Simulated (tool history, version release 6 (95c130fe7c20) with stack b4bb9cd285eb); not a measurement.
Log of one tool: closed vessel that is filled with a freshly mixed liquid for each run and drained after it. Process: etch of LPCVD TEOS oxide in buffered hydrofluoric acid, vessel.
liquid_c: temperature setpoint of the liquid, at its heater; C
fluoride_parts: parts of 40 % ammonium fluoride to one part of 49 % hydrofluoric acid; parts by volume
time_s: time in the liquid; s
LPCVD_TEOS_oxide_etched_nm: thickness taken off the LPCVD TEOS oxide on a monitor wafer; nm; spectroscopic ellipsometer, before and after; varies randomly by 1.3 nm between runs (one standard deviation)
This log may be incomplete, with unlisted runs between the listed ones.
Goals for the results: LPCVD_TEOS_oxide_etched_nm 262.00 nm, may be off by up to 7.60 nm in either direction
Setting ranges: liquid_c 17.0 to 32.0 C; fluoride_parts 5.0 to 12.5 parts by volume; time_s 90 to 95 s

run  hour  liquid_c  fluoride_parts  time_s  LPCVD_TEOS_oxide_etched_nm
  1   0.0      24.0             7.5      90                      269.94
  2   4.9      27.0             7.5      90                      319.91
  3   7.2      27.0             6.0      90                      390.25
  4   9.0      27.0             7.5      90                      317.09
  5  11.5      30.0             7.5      90                      375.91
  6  20.2      29.0             7.5      90                      355.74
  7  28.1      28.0             7.5      90                      333.73
  8  36.8      24.0             7.5      90                      269.85

Exercise: of the 4 proposed moves below, exactly one satisfies all targets within the stated allowed misses. Which move is it?
  A  45.5      17.0             5.5      90                           ?
  B  45.5      20.0             5.5      90                           ?
  C  45.5      22.5             7.5      90                           ?
  D  45.5      27.0             9.0      90                           ?

move  LPCVD_TEOS_oxide_etched_nm
   A                      240.44
   B                      285.35
   C                      247.61
   D                      260.09
A: takes the biggest miss from the last run beyond its target
B: misses by more than the last run did
C: takes the biggest miss from the last run beyond its target
D: all results in spec
Move D is the one to make.
